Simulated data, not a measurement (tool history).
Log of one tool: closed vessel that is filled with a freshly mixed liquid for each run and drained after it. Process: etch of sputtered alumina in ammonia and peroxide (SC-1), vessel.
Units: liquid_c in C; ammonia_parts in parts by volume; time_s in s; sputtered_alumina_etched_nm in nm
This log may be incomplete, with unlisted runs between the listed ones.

run    day  liquid_c  ammonia_parts  time_s  sputtered_alumina_etched_nm
  1      0        49           0.55     785                       26.836
  2  0.121        49           0.55     845                       28.405
  3  0.379        49            0.7     845                       29.492
  4  0.496        49           0.85     845                       29.908
  5  0.704        49           0.85     845                       29.867
  6  0.738        49           0.85     785                       27.588
  7  0.896        50           0.85     785                       29.613

Run 8, settings as shown, results not yet in. Your forecast:
     1.167  -- ammonia flow meter replaced
  8  1.167      50.5           0.85     785                            ?

sputtered_alumina_etched_nm: 29.977 nm
